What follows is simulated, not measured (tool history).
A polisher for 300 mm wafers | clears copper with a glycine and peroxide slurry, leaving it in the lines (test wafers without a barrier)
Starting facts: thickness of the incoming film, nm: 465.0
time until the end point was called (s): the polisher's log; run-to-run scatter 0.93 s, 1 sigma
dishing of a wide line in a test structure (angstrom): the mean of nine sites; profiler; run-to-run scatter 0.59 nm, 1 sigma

run,hour,flow of slurry (ml/min),pressure of the wafer on the pad (psi),speed of the pad under the wafer (m/s),overpolish time after the end point (s),time until the end point was called (s),dishing of a wide line in a test structure (angstrom)
1,0.0,240,2.9,0.86,16,100.38,456.33
2,2.4,240,2.9,0.86,14,102.45,405.36
3,5.9,240,2.5,0.86,14,113.21,365.41
4,14.1,240,2.5,0.78,14,123.00,342.38
5,22.3,245,2.6,0.80,12,115.42,307.02
6,26.1,250,2.7,0.80,11,112.55,295.26
7,30.5,255,2.8,0.80,10,111.53,282.08
8,37.5,255,2.9,0.80,9,107.69,274.62

Run 9 is up next; what results do you expect?
9,38.2,255,2.9,0.80,9,?,?

{"run 9": {"time until the end point was called (s)": 105.07, "dishing of a wide line in a test structure (angstrom)": 253.07}}
